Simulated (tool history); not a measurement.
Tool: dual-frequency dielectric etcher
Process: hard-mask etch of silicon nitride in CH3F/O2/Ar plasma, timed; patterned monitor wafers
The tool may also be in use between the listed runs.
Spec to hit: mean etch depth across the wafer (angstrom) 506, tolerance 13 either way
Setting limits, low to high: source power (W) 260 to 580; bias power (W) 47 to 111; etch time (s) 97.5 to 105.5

run,hour,source power (W),bias power (W),etch time (s),mean etch depth across the wafer (angstrom)
1,0,420,79,105.5,661.31
2,5,390,71,103.5,609.08
3,9.8,390,84,103.5,647.96
4,12,360,77,102,600.42
5,12.8,360,82,102,615.9
6,13.8,340,76,100.5,579.11
7,18.8,320,73,100,559.11
8,19.3,310,70,99.5,543.88
9,21.9,270,62,98,483.77
# hour 26.8: bias power generator calibrated
10,26.8,280,62,98,487.02
11,29.7,290,62,98,492.51

Exactly one of the 5 candidate moves below puts every result within its allowed miss. Which one?
A,32.6,280,55,99,?
B,32.6,300,66,105.5,?
C,32.6,290,57,105.5,?
D,32.6,340,51,98.5,?
E,32.6,260,56,99,?

move,mean etch depth across the wafer (angstrom)
A,470.55
B,549.79
C,514
D,484.25
E,463.02
A: lands further from the targets than the last run did
B: takes the result that was furthest off past its target
C: meets every target
D: lands further from the targets than the last run did
E: lands further from the targets than the last run did
Answer: C
